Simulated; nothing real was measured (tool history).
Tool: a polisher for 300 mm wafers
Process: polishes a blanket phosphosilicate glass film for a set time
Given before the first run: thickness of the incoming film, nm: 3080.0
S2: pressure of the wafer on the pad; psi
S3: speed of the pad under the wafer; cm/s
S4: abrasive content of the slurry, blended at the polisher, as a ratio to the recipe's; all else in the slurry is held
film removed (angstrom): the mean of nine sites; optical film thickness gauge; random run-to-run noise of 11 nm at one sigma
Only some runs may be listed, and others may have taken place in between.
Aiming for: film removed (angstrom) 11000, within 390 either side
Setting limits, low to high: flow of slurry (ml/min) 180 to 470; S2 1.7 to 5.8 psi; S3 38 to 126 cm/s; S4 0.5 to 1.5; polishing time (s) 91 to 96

{"run": 1, "day": 0.0, "flow of slurry (ml/min)": 300, "S2": 3.7, "S3": 82, "S4": 1, "polishing time (s)": 91, "film removed (angstrom)": 8685}
{"run": 2, "day": 0.317, "flow of slurry (ml/min)": 300, "S2": 3.7, "S3": 64, "S4": 1, "polishing time (s)": 91, "film removed (angstrom)": 7070.1}
{"run": 3, "day": 0.538, "flow of slurry (ml/min)": 300, "S2": 3.9, "S3": 64, "S4": 1, "polishing time (s)": 91, "film removed (angstrom)": 7361.1}
{"run": 4, "day": 0.638, "flow of slurry (ml/min)": 260, "S2": 3.9, "S3": 64, "S4": 1, "polishing time (s)": 91, "film removed (angstrom)": 7343.8}
{"run": 5, "day": 0.979, "flow of slurry (ml/min)": 260, "S2": 3.9, "S3": 64, "S4": 1, "polishing time (s)": 91, "film removed (angstrom)": 7268.6}
{"run": 6, "day": 1.067, "flow of slurry (ml/min)": 260, "S2": 4.1, "S3": 64, "S4": 1, "polishing time (s)": 91, "film removed (angstrom)": 7759.8}
{"run": 7, "day": 1.312, "flow of slurry (ml/min)": 260, "S2": 4.2, "S3": 64, "S4": 1, "polishing time (s)": 91, "film removed (angstrom)": 7852.4}
{"run": 8, "day": 1.488, "flow of slurry (ml/min)": 260, "S2": 4.4, "S3": 64, "S4": 1, "polishing time (s)": 91, "film removed (angstrom)": 8293.9}
{"run": 9, "day": 1.633, "flow of slurry (ml/min)": 260, "S2": 4.5, "S3": 64, "S4": 1, "polishing time (s)": 91, "film removed (angstrom)": 8435.2}
{"run": 10, "day": 1.721, "flow of slurry (ml/min)": 260, "S2": 4.6, "S3": 64, "S4": 1, "polishing time (s)": 91, "film removed (angstrom)": 8531}
{"run": 11, "day": 1.979, "flow of slurry (ml/min)": 260, "S2": 4.7, "S3": 64, "S4": 1, "polishing time (s)": 91, "film removed (angstrom)": 8770.8}
{"run": 12, "day": 2.038, "flow of slurry (ml/min)": 260, "S2": 4.8, "S3": 64, "S4": 1, "polishing time (s)": 91, "film removed (angstrom)": 8930.7}
{"run": 13, "day": 2.1, "flow of slurry (ml/min)": 260, "S2": 4.9, "S3": 64, "S4": 1, "polishing time (s)": 91, "film removed (angstrom)": 9102}
{"run": 14, "day": 2.267, "flow of slurry (ml/min)": 260, "S2": 5, "S3": 64, "S4": 1, "polishing time (s)": 91, "film removed (angstrom)": 9352}
{"run": 15, "day": 2.638, "flow of slurry (ml/min)": 260, "S2": 5.1, "S3": 64, "S4": 1, "polishing time (s)": 91, "film removed (angstrom)": 9695.2}
{"run": 16, "day": 2.692, "flow of slurry (ml/min)": 260, "S2": 5.2, "S3": 64, "S4": 1, "polishing time (s)": 91, "film removed (angstrom)": 9716.2}

Consider the 5 candidate settings below. Which is the only one whose results all fall within their allowed miss of target?
{"run": "A", "day": 2.746, "flow of slurry (ml/min)": 255, "S2": 4.5, "S3": 66, "S4": 1.05, "polishing time (s)": 91, "film removed (angstrom)": "?"}
{"run": "B", "day": 2.746, "flow of slurry (ml/min)": 365, "S2": 5.5, "S3": 42, "S4": 1.15, "polishing time (s)": 91, "film removed (angstrom)": "?"}
{"run": "C", "day": 2.746, "flow of slurry (ml/min)": 285, "S2": 5.5, "S3": 70, "S4": 0.95, "polishing time (s)": 91, "film removed (angstrom)": "?"}
{"run": "D", "day": 2.746, "flow of slurry (ml/min)": 300, "S2": 4.7, "S3": 62, "S4": 1, "polishing time (s)": 92, "film removed (angstrom)": "?"}
{"run": "E", "day": 2.746, "flow of slurry (ml/min)": 300, "S2": 5.1, "S3": 56, "S4": 1.15, "polishing time (s)": 94, "film removed (angstrom)": "?"}

move=A film_removed_(angstrom)=8860.5
move=B film_removed_(angstrom)=8038.8
move=C film_removed_(angstrom)=10986
move=D film_removed_(angstrom)=8866.1
move=E film_removed_(angstrom)=9548.2
A: moves away from the targets compared with the last run
B: moves away from the targets compared with the last run
C: all results in spec
D: moves away from the targets compared with the last run
E: moves away from the targets compared with the last run
Go with C: it meets all targets.
